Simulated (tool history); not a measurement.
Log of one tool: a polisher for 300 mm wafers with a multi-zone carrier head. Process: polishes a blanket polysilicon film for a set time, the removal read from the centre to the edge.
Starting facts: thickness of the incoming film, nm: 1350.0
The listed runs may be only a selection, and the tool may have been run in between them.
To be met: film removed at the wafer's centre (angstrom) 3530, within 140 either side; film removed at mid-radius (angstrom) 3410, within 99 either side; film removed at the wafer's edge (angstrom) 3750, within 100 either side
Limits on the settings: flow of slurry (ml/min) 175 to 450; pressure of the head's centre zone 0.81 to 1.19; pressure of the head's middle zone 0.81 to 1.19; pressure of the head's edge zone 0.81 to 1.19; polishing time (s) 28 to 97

| run | hour | flow of slurry (ml/min) | pressure of the head's centre zone | pressure of the head's middle zone | pressure of the head's edge zone | polishing time (s) | film removed at the wafer's centre (angstrom) | film removed at mid-radius (angstrom) | film removed at the wafer's edge (angstrom) |
|---|---|---|---|---|---|---|---|---|---|
| 1 | 0 | 290 | 1 | 1 | 1 | 62 | 5429.3 | 5487.6 | 5321.6 |
| 2 | 7.4 | 285 | 0.98 | 0.97 | 0.99 | 59 | 5040.9 | 5037.5 | 5042.4 |
| 3 | 12.2 | 280 | 0.96 | 0.95 | 0.97 | 57 | 4739.1 | 4871.3 | 4782.2 |
| 4 | 18.4 | 275 | 0.95 | 0.93 | 0.97 | 55 | 4522.6 | 4521.3 | 4613.8 |
| 5 | 26.5 | 275 | 0.95 | 0.93 | 0.97 | 68 | 5603.1 | 5582.6 | 5643.4 |
| 6 | 27.9 | 275 | 0.95 | 0.93 | 1.01 | 68 | 5604.6 | 5643.6 | 5860.2 |
| 7 | 31.3 | 265 | 0.94 | 0.91 | 1 | 64 | 5154.5 | 5125.1 | 5453.6 |
| 8 | 37.2 | 260 | 0.93 | 0.89 | 0.98 | 61 | 4973.8 | 4849.2 | 5152.2 |
| 9 | 44.2 | 235 | 0.85 | 0.81 | 0.96 | 43 | 3174.6 | 3145.8 | 3538.8 |
| 10 | 45.3 | 245 | 0.86 | 0.82 | 0.97 | 43 | 3219.5 | 3196.6 | 3589.3 |

Consider the 5 candidate settings below. Which is the only one whose results all fall within their allowed miss of target?
| A | 46.4 | 270 | 0.85 | 0.85 | 1 | 44 | ? | ? | ? |
| B | 46.4 | 175 | 0.95 | 0.81 | 1.02 | 42 | ? | ? | ? |
| C | 46.4 | 280 | 0.91 | 0.82 | 0.92 | 43 | ? | ? | ? |
| D | 46.4 | 175 | 0.94 | 0.86 | 0.89 | 43 | ? | ? | ? |
| E | 46.4 | 190 | 0.93 | 0.88 | 1.01 | 45 | ? | ? | ? |

| move | film removed at the wafer's centre (angstrom) | film removed at mid-radius (angstrom) | film removed at the wafer's edge (angstrom) |
|---|---|---|---|
| A | 3263.2 | 3359.6 | 3757.8 |
| B | 3288.8 | 2944.5 | 3502.2 |
| C | 3412.5 | 3197.9 | 3540.5 |
| D | 3334.7 | 3166.9 | 3360.1 |
| E | 3492.1 | 3409.6 | 3757.5 |
A: moves toward the targets from the last run without getting all of them in spec
B: misses by more than the last run did
C: puts the biggest miss on target and leaves a different result outside tolerance
D: misses by more than the last run did
E: in spec on every target
Correct choice: E, which meets every target
